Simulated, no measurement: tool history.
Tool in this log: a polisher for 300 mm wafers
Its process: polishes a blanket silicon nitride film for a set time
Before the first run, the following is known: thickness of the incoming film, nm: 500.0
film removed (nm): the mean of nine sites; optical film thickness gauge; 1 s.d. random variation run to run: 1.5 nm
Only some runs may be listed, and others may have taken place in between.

| run | hour | flow of slurry (ml/min) | pressure of the wafer on the pad (kPa) | speed of the pad under the wafer (m/s) | polishing time (s) | film removed (nm) |
|---|---|---|---|---|---|---|
| 1 | 0.0 | 205 | 26.9 | 1.02 | 47 | 74.288 |
| 2 | 4.2 | 205 | 31.0 | 1.04 | 47 | 84.314 |
| 3 | 7.2 | 205 | 34.5 | 1.06 | 47 | 95.805 |
| 4 | 12.9 | 205 | 34.5 | 1.06 | 47 | 95.443 |
|  | 14.9 | worn pad replaced by a new one |
| 5 | 14.9 | 225 | 34.5 | 1.06 | 47 | 105.860 |
| 6 | 21.2 | 235 | 34.5 | 1.06 | 47 | 106.030 |
| 7 | 30.0 | 250 | 34.5 | 1.06 | 47 | 107.760 |
| 8 | 34.2 | 265 | 35.2 | 1.06 | 47 | 113.080 |
| 9 | 39.6 | 275 | 35.2 | 1.06 | 47 | 113.460 |

Run 10 is up next; what results do you expect?
| 10 | 47.4 | 280 | 35.9 | 1.06 | 47 | ? |

{"run 10": {"film removed (nm)": 115.99}}
